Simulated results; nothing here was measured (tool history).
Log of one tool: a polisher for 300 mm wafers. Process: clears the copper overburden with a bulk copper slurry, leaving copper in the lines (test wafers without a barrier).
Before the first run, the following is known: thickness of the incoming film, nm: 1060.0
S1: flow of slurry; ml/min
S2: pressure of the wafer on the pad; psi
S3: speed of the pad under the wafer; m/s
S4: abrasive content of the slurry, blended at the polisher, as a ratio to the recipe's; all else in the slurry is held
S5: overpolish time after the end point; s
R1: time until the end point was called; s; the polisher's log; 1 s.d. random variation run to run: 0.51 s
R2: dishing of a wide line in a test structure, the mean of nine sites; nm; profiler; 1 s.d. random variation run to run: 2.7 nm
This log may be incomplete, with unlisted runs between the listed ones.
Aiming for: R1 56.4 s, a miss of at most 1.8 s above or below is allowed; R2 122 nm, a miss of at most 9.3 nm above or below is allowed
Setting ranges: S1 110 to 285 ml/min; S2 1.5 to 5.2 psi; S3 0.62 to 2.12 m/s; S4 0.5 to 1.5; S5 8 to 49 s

run	hour	S1	S2	S3	S4	S5	R1	R2
1	0	180	3.3	1.36	1	25	71.271	114
2	6.9	180	3.3	1.5	1	25	63.466	111.59
3	13.7	180	3.3	1.5	1.2	25	60.812	119.74
4	15.9	180	3.3	1.5	1	25	64.017	115.99
5	22	180	3.3	1.5	1	18	62.607	106.69
6	28.4	205	3.3	1.5	1	18	62.841	105.5
7	34	205	3.4	1.5	1	19	60.496	105.58
8	38	205	3.4	1.5	1	20	60.924	113.99
9	42.9	210	3.5	1.5	1	21	58.779	112.05
10	51.9	210	3.5	1.5	1	22	59.514	116.9

Next run, 5 choices. One meets every target within its allowed miss, the rest don't. Which?
A	60.9	270	3	1.74	0.8	39	?	?
B	60.9	235	3.6	1.58	0.9	33	?	?
C	60.9	210	4.1	1.48	0.9	15	?	?
D	60.9	195	2.9	1.66	0.95	23	?	?
E	60.9	240	3.6	1.42	0.95	19	?	?

move	R1	R2
A	61.464	120.75
B	55.799	124.92
C	52.914	111.98
D	65.895	112.02
E	61.063	113.02
A: misses by more than the last run did
B: each result inside its tolerance
C: carries the result that was furthest off beyond its target, to the other side
D: misses by more than the last run did
E: misses by more than the last run did
B meets every target.

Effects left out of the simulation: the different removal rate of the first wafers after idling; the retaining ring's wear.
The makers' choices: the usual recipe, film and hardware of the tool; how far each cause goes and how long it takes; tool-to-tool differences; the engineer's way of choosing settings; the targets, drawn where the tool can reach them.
